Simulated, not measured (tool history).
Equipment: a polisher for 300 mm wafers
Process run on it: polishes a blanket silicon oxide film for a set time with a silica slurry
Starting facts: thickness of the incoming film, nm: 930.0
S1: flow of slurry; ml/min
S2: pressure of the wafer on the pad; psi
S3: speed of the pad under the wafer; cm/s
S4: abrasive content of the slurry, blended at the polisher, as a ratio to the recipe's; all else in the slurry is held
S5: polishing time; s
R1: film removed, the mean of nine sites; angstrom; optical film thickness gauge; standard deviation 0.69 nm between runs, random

Run 1, day 0: S1 295 ml/min, S2 3.3 psi, S3 146 cm/s, S4 1, S5 40 s. Result: R1 1417.2 angstrom.
Run 2, day 0.317: S1 295 ml/min, S2 3.3 psi, S3 118 cm/s, S4 1, S5 40 s. Result: R1 1242 angstrom.
Run 3, day 0.354: S1 295 ml/min, S2 3.3 psi, S3 118 cm/s, S4 0.85, S5 40 s. Result: R1 1162.7 angstrom.
Run 4, day 0.562: S1 295 ml/min, S2 3.2 psi, S3 118 cm/s, S4 0.85, S5 40 s. Result: R1 1133.4 angstrom.
Run 5, day 0.879: S1 295 ml/min, S2 3.1 psi, S3 118 cm/s, S4 0.85, S5 40 s. Result: R1 1107 angstrom.
Run 6, day 0.921: S1 295 ml/min, S2 3 psi, S3 118 cm/s, S4 0.85, S5 40 s. Result: R1 1067.2 angstrom.
Run 7, day 1.079: S1 295 ml/min, S2 2.9 psi, S3 118 cm/s, S4 0.85, S5 40 s. Result: R1 1044.3 angstrom.

The next listed run, before its measurement:
Run 8, day 1.246: S1 295 ml/min, S2 2.8 psi, S3 118 cm/s, S4 0.85, S5 40 s. Result: R1 ?.

{"run 8": {"R1": 995.99}}
